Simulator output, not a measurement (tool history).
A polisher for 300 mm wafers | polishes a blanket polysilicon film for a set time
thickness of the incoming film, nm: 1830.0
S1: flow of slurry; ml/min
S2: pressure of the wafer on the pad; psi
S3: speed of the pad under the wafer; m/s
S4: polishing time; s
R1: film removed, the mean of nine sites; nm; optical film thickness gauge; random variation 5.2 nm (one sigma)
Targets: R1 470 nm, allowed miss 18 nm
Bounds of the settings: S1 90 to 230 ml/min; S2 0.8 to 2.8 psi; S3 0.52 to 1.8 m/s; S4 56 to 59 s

run	hour	S1	S2	S3	S4	R1
1	0	150	1.8	1.16	56	365.56
2	6.4	150	1.8	0.88	56	277.93
3	11.1	150	1.8	0.64	56	206.39
4	17.9	150	1.8	0.64	56	198.87
5	18.5	150	1.5	0.64	56	173.63
6	19.6	155	1.8	0.7	56	220.76
7	23.8	160	2.1	0.74	56	276.19
8	27.2	175	2.6	0.86	56	397.26
# hour 35.5: slurry nozzle cleaned
9	35.5	175	2.6	0.86	56	417.97
10	36.5	180	2.7	0.86	56	433.23

Which of these 4 next moves meets every target?
A	37.5	185	2.8	0.96	59	?
B	37.5	190	2.4	0.88	56	?
C	37.5	190	2.6	0.74	59	?
D	37.5	175	2.7	0.9	58	?

move	R1
A	527.12
B	396.84
C	383.04
D	466.98
A: takes the result that was furthest off past its target
B: further off than the last run
C: further off than the last run
D: meets every target
Answer: D
